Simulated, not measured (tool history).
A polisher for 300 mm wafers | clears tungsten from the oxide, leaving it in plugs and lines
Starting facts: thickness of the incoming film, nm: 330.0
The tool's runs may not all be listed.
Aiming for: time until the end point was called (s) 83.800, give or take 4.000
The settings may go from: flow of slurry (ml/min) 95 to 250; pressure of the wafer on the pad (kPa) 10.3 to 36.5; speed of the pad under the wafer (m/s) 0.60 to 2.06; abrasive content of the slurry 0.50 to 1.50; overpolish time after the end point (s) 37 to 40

run,hour,flow of slurry (ml/min),pressure of the wafer on the pad (kPa),speed of the pad under the wafer (m/s),abrasive content of the slurry,overpolish time after the end point (s),time until the end point was called (s)
1,0.0,160,23.4,1.32,1.00,37,69.601
2,7.3,160,22.8,1.32,1.00,37,71.992
3,12.9,160,22.8,1.32,1.00,40,72.747
4,14.7,160,22.1,1.32,1.00,40,72.193
5,22.2,160,22.1,1.64,1.00,40,58.236
6,28.7,160,17.2,1.64,1.00,40,77.270
7,32.5,160,16.5,1.64,1.00,40,79.298
8,37.2,160,16.5,1.64,1.00,40,78.332

Consider the 5 candidate settings below. Which is the only one whose results all fall within their allowed miss of target?
A,41.9,180,14.5,1.94,1.00,40,?
B,41.9,140,18.6,1.66,0.80,37,?
C,41.9,190,18.6,1.40,1.20,40,?
D,41.9,165,18.6,1.60,0.80,37,?
E,41.9,175,15.2,1.56,1.25,40,?

move,time until the end point was called (s)
A,74.802
B,75.075
C,77.101
D,75.415
E,84.777
A: the biggest miss grows against the last run
B: the biggest miss grows against the last run
C: the biggest miss grows against the last run
D: the biggest miss grows against the last run
E: hits every target within its allowed miss
So the answer is move E, the one that meets all the targets.
